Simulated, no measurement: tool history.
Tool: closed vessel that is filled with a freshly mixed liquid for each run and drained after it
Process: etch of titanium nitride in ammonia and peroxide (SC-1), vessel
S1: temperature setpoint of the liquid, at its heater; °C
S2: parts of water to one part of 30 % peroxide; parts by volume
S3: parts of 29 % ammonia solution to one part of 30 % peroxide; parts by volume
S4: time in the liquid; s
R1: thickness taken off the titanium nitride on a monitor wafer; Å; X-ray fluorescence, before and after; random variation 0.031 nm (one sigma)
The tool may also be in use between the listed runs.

run 1 hour=0 | S1=61 S2=22.5 S3=0.45 S4=225 | R1=114.31
run 2 hour=5.2 | S1=59 S2=22.5 S3=0.45 S4=225 | R1=100.68
run 3 hour=8.9 | S1=59 S2=22.5 S3=0.45 S4=225 | R1=100.42
run 4 hour=16.2 | S1=59 S2=22.5 S3=0.55 S4=225 | R1=104.62
run 5 hour=20 | S1=59 S2=19.5 S3=0.55 S4=225 | R1=113.27
run 6 hour=28 | S1=59 S2=19.5 S3=0.55 S4=240 | R1=121.37
run 7 hour=35.1 | S1=56.5 S2=19.5 S3=0.55 S4=240 | R1=102.76
run 8 hour=43.2 | S1=55 S2=19.5 S3=0.55 S4=240 | R1=92.12
run 9 hour=51.2 | S1=53.5 S2=19.5 S3=0.55 S4=240 | R1=83.141
run 10 hour=52.3 | S1=52.5 S2=19.5 S3=0.55 S4=240 | R1=78.207

Forecast run 11:
run 11 hour=61.6 | S1=51.5 S2=19.5 S3=0.55 S4=240 | R1=?

Run 11 gave R1 72.696 Å.
